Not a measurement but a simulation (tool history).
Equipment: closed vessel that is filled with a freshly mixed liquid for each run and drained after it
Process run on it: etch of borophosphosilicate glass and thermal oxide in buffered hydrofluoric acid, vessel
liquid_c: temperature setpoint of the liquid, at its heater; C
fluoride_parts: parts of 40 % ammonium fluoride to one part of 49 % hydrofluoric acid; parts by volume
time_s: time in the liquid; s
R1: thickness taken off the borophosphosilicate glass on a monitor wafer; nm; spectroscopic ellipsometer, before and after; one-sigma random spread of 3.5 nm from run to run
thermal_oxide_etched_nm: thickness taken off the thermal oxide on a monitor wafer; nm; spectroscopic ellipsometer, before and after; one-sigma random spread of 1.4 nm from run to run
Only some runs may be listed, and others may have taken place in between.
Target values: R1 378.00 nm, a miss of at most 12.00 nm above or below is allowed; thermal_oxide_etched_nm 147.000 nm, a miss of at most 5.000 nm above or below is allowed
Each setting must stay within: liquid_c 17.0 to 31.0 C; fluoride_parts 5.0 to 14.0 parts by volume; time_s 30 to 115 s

Run 1, day 0.000: liquid_c 23.0 C, fluoride_parts 8.5 parts by volume, time_s 60 s. Result: R1 189.92 nm, thermal_oxide_etched_nm 73.007 nm.
Run 2, day 0.212: liquid_c 24.5 C, fluoride_parts 8.0 parts by volume, time_s 60 s. Result: R1 220.60 nm, thermal_oxide_etched_nm 86.796 nm.
Run 3, day 0.354: liquid_c 25.5 C, fluoride_parts 7.5 parts by volume, time_s 60 s. Result: R1 247.04 nm, thermal_oxide_etched_nm 96.387 nm.
Run 4, day 0.729: liquid_c 25.5 C, fluoride_parts 6.0 parts by volume, time_s 60 s. Result: R1 304.53 nm, thermal_oxide_etched_nm 120.060 nm.
Run 5, day 0.775: liquid_c 25.5 C, fluoride_parts 6.0 parts by volume, time_s 50 s. Result: R1 249.20 nm, thermal_oxide_etched_nm 99.803 nm.
Run 6, day 0.979: liquid_c 25.5 C, fluoride_parts 6.0 parts by volume, time_s 70 s. Result: R1 357.84 nm, thermal_oxide_etched_nm 136.440 nm.
Run 7, day 1.067: liquid_c 26.0 C, fluoride_parts 6.0 parts by volume, time_s 70 s. Result: R1 361.43 nm, thermal_oxide_etched_nm 143.380 nm.
Run 8, day 1.129: liquid_c 26.0 C, fluoride_parts 6.0 parts by volume, time_s 70 s. Result: R1 365.18 nm, thermal_oxide_etched_nm 141.200 nm.

4 candidate next runs follow, results not yet known. Just one meets every target within its allowed miss. Identify it.
Run A, day 1.192: liquid_c 28.0 C, fluoride_parts 6.0 parts by volume, time_s 70 s. Result: R1 ?, thermal_oxide_etched_nm ?.
Run B, day 1.192: liquid_c 26.0 C, fluoride_parts 7.5 parts by volume, time_s 90 s. Result: R1 ?, thermal_oxide_etched_nm ?.
Run C, day 1.192: liquid_c 27.0 C, fluoride_parts 6.5 parts by volume, time_s 80 s. Result: R1 ?, thermal_oxide_etched_nm ?.
Run D, day 1.192: liquid_c 26.5 C, fluoride_parts 5.0 parts by volume, time_s 65 s. Result: R1 ?, thermal_oxide_etched_nm ?.

move      R1  thermal_oxide_etched_nm
   A  409.64                  156.640
   B  383.69                  147.030
   C  413.93                  158.390
   D  411.99                  156.650
A: moves the result that the last run missed by most past its target, out the other side
B: every result lands within tolerance
C: moves the result that the last run missed by most past its target, out the other side
D: moves the result that the last run missed by most past its target, out the other side
Correct choice: B, which meets every target

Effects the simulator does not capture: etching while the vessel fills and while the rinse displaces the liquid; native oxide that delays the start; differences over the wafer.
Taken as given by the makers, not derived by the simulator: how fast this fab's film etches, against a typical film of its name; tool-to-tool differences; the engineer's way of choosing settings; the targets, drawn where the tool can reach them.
